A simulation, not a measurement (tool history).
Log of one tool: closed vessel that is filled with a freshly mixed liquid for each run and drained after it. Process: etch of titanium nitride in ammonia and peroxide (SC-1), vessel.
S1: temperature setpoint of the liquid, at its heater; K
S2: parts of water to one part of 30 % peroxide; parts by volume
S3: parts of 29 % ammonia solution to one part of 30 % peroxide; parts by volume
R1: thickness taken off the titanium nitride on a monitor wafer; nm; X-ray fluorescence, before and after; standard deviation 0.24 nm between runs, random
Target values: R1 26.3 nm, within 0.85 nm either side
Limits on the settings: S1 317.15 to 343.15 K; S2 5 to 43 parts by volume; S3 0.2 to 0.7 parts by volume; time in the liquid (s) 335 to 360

run 1 hour=0 | S1=333.15 S2=24 S3=0.4 time_in_the_liquid_(s)=335 | R1=16.538
run 2 hour=5.4 | S1=335.15 S2=24 S3=0.4 time_in_the_liquid_(s)=335 | R1=18.624
run 3 hour=6.3 | S1=336.65 S2=24 S3=0.4 time_in_the_liquid_(s)=335 | R1=20.285
run 4 hour=10.6 | S1=332.15 S2=24 S3=0.4 time_in_the_liquid_(s)=335 | R1=15.391
run 5 hour=16.4 | S1=334.65 S2=24 S3=0.4 time_in_the_liquid_(s)=335 | R1=18.279
run 6 hour=18.9 | S1=336.15 S2=24 S3=0.4 time_in_the_liquid_(s)=335 | R1=19.827
run 7 hour=21.1 | S1=337.65 S2=24 S3=0.4 time_in_the_liquid_(s)=335 | R1=21.751
run 8 hour=29.1 | S1=338.65 S2=24 S3=0.4 time_in_the_liquid_(s)=335 | R1=23.399
run 9 hour=37.5 | S1=339.15 S2=24 S3=0.4 time_in_the_liquid_(s)=335 | R1=23.769
run 10 hour=41.6 | S1=339.65 S2=24 S3=0.4 time_in_the_liquid_(s)=335 | R1=24.826

4 next moves are on the table. One of them brings every result within its allowed miss. Which?
run A hour=45.7 | S1=338.65 S2=19 S3=0.25 time_in_the_liquid_(s)=360 | R1=?
run B hour=45.7 | S1=338.15 S2=22.5 S3=0.35 time_in_the_liquid_(s)=335 | R1=?
run C hour=45.7 | S1=339.65 S2=23 S3=0.3 time_in_the_liquid_(s)=335 | R1=?
run D hour=45.7 | S1=338.15 S2=22 S3=0.4 time_in_the_liquid_(s)=340 | R1=?

move=A R1=26.164
move=B R1=22.869
move=C R1=24.113
move=D R1=24.112
A: every result within its allowed miss
B: lands further from the targets than the last run did
C: lands further from the targets than the last run did
D: lands further from the targets than the last run did
Go with A: it meets all targets.
